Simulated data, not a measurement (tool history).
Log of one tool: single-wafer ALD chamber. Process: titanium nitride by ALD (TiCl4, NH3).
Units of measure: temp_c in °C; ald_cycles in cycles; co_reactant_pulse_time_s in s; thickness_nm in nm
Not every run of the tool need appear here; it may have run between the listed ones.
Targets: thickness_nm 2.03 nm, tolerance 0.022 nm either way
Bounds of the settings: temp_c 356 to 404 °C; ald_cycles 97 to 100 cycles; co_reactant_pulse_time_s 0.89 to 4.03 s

Run 1, day 0: temp_c 380 °C, ald_cycles 97 cycles, co_reactant_pulse_time_s 2.46 s. Result: thickness_nm 2.1904 nm.
Run 2, day 0.238: temp_c 387 °C, ald_cycles 97 cycles, co_reactant_pulse_time_s 2.46 s. Result: thickness_nm 2.2054 nm.
Run 3, day 0.504: temp_c 381 °C, ald_cycles 97 cycles, co_reactant_pulse_time_s 2.17 s. Result: thickness_nm 2.1719 nm.
Run 4, day 0.538: temp_c 385 °C, ald_cycles 97 cycles, co_reactant_pulse_time_s 2.17 s. Result: thickness_nm 2.1757 nm.
Run 5, day 0.604: temp_c 385 °C, ald_cycles 97 cycles, co_reactant_pulse_time_s 1.75 s. Result: thickness_nm 2.1471 nm.
Run 6, day 0.808: temp_c 385 °C, ald_cycles 97 cycles, co_reactant_pulse_time_s 1.99 s. Result: thickness_nm 2.1614 nm.
Run 7, day 0.854: temp_c 380 °C, ald_cycles 97 cycles, co_reactant_pulse_time_s 1.78 s. Result: thickness_nm 2.1284 nm.
Run 8, day 1.142: temp_c 378 °C, ald_cycles 97 cycles, co_reactant_pulse_time_s 1.63 s. Result: thickness_nm 2.1121 nm.
Run 9, day 1.479: temp_c 376 °C, ald_cycles 97 cycles, co_reactant_pulse_time_s 1.5 s. Result: thickness_nm 2.0772 nm.
Run 10, day 1.712: temp_c 375 °C, ald_cycles 97 cycles, co_reactant_pulse_time_s 1.46 s. Result: thickness_nm 2.0716 nm.
Run 11, day 1.767: temp_c 374 °C, ald_cycles 97 cycles, co_reactant_pulse_time_s 1.43 s. Result: thickness_nm 2.0579 nm.

Of the 5 settings listed for the next run, only one would bring every result within its allowed miss of target. Which one?
Run A, day 1.821: temp_c 368 °C, ald_cycles 97 cycles, co_reactant_pulse_time_s 1.48 s. Result: thickness_nm ?.
Run B, day 1.821: temp_c 380 °C, ald_cycles 100 cycles, co_reactant_pulse_time_s 0.96 s. Result: thickness_nm ?.
Run C, day 1.821: temp_c 379 °C, ald_cycles 97 cycles, co_reactant_pulse_time_s 1.5 s. Result: thickness_nm ?.
Run D, day 1.821: temp_c 372 °C, ald_cycles 100 cycles, co_reactant_pulse_time_s 1.37 s. Result: thickness_nm ?.
Run E, day 1.821: temp_c 376 °C, ald_cycles 98 cycles, co_reactant_pulse_time_s 1.36 s. Result: thickness_nm ?.

move  thickness_nm
   A        2.0334
   B        1.9819
   C        2.0962
   D        2.0958
   E        2.0765
A: hits every target within its allowed miss
B: the result that was furthest off in the last run now lies on the other side of its target
C: lands further from the targets than the last run did
D: lands further from the targets than the last run did
E: lands further from the targets than the last run did
So the answer is move A, the one that meets all the targets.
